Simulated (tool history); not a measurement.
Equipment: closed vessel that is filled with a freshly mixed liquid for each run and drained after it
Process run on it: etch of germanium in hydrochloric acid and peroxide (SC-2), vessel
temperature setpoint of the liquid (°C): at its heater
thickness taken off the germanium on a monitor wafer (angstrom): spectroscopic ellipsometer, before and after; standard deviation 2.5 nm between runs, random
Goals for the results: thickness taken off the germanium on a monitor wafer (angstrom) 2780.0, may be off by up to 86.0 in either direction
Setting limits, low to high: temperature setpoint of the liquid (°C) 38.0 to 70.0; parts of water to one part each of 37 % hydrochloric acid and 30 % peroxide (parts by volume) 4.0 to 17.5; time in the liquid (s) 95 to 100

run  hour  temperature setpoint of the liquid (°C)  parts of water to one part each of 37 % hydrochloric acid and 30 % peroxide (parts by volume)  time in the liquid (s)  thickness taken off the germanium on a monitor wafer (angstrom)
  1   0.0                                     54.0                                                                                            9.5                      95                                                           2034.7
  2   8.1                                     55.0                                                                                            9.5                      95                                                           2058.2
  3  11.3                                     55.0                                                                                            9.5                      95                                                           2042.7
  4  14.6                                     56.5                                                                                            9.5                      95                                                           2191.6
  5  15.5                                     57.5                                                                                            9.5                      95                                                           2209.1
  6  17.2                                     58.5                                                                                            9.5                      95                                                           2313.1
  7  23.2                                     59.0                                                                                            9.5                      95                                                           2343.0
  8  27.0                                     59.5                                                                                            9.5                      95                                                           2402.4
  9  27.8                                     60.0                                                                                            9.5                      95                                                           2396.3
 10  34.2                                     60.5                                                                                            9.5                      95                                                           2480.7
 11  41.2                                     61.0                                                                                            9.5                      95                                                           2516.9
 12  48.8                                     61.5                                                                                            9.5                      95                                                           2505.2
 13  53.3                                     62.0                                                                                            9.5                      95                                                           2523.0
 14  59.9                                     62.5                                                                                            9.5                      95                                                           2590.7
 15  66.6                                     62.5                                                                                            9.5                      95                                                           2600.0
 16  68.1                                     63.0                                                                                            9.5                      95                                                           2611.0
 17  72.4                                     63.5                                                                                            9.5                      95                                                           2656.3

Consider the 4 candidate settings below. Which is the only one whose results all fall within their allowed miss of target?
  A  76.7                                     63.0                                                                                           10.5                      95                                                                ?
  B  76.7                                     66.0                                                                                           12.0                      95                                                                ?
  C  76.7                                     59.5                                                                                           10.0                     100                                                                ?
  D  76.7                                     61.0                                                                                           14.0                     100                                                                ?

move  thickness taken off the germanium on a monitor wafer (angstrom)
   A                                                           2609.5
   B                                                           2791.5
   C                                                           2494.6
   D                                                           2491.4
A: further off than the last run
B: each result inside its tolerance
C: further off than the last run
D: further off than the last run
B is the move that brings every result within its allowed miss.

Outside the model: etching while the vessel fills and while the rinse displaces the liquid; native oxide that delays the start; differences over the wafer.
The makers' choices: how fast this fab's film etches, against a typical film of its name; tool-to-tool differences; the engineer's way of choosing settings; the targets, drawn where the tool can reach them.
